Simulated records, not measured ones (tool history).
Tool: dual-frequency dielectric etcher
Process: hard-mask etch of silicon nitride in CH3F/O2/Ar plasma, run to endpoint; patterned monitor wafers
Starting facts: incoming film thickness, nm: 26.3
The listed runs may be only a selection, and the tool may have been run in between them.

| run | hour | source power (W) | bias power (W) | endpoint time (s) |
|---|---|---|---|---|
| 1 | 0.0 | 400 | 89 | 34.394 |
| 2 | 1.8 | 360 | 85 | 36.512 |
| 3 | 9.3 | 410 | 85 | 35.091 |
| 4 | 12.3 | 380 | 81 | 36.106 |
| 5 | 19.6 | 350 | 77 | 37.968 |
| 6 | 25.8 | 350 | 87 | 36.481 |
| 7 | 26.9 | 330 | 84 | 37.472 |

What will run 8 give?
| 8 | 27.5 | 310 | 81 | ? |

endpoint time (s): 38.840
